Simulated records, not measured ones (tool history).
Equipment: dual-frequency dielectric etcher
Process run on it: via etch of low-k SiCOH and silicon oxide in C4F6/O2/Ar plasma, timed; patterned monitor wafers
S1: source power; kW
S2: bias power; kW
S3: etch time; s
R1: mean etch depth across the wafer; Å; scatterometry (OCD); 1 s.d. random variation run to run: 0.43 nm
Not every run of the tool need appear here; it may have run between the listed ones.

run  hour     S1     S2    S3      R1
  1   0.0  0.450  0.173  71.0  1791.4
  2   3.8  0.450  0.161  71.0  1752.0
  3   8.7  0.450  0.161  74.5  1838.0
  4  14.8  0.380  0.161  74.5  1743.9
  5  16.0  0.380  0.161  71.0  1675.1
  6  18.8  0.420  0.176  72.0  1792.1
  7  21.2  0.460  0.183  72.0  1874.3

Run 8 is up next; what results do you expect?
  8  25.4  0.480  0.187  72.0   ?

Run 8 came out at R1 1903.6 Å.

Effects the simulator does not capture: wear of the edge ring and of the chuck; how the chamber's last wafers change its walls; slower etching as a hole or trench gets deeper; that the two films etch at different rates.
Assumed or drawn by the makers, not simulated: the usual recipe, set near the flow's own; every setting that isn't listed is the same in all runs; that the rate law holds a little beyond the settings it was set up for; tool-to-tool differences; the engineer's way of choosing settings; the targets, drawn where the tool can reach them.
